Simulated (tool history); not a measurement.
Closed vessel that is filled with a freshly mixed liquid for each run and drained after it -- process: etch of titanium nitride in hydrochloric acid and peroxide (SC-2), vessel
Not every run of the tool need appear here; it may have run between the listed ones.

| run | hour | temperature setpoint of the liquid (K) | parts of water to one part each of 37 % hydrochloric acid and 30 % peroxide (parts by volume) | time in the liquid (s) | thickness taken off the titanium nitride on a monitor wafer (Å) |
|---|---|---|---|---|---|
| 1 | 0 | 333.15 | 7 | 195 | 79.811 |
| 2 | 5.1 | 333.15 | 5.5 | 195 | 95.614 |
| 3 | 7.7 | 328.65 | 6 | 195 | 67.559 |
| 4 | 15.6 | 325.65 | 6 | 195 | 55.13 |
| 5 | 17.6 | 331.15 | 6 | 195 | 78.947 |
| 6 | 20 | 327.15 | 6 | 195 | 60.971 |
|  | 21.3 | new drum of peroxide connected |
| 7 | 21.3 | 324.65 | 6 | 195 | 54.233 |
| 8 | 24.8 | 322.65 | 6.5 | 195 | 45.131 |
| 9 | 30.4 | 321.15 | 6.5 | 195 | 40.585 |
| 10 | 33.6 | 320.15 | 6.5 | 195 | 37.704 |
| 11 | 35.1 | 319.15 | 6.5 | 195 | 35.533 |
| 12 | 36.2 | 319.15 | 6.5 | 195 | 35.498 |

The next listed run, before its measurement:
| 13 | 42 | 318.65 | 6.5 | 195 | ? |

{"run 13": {"thickness taken off the titanium nitride on a monitor wafer (Å)": 34.373}}
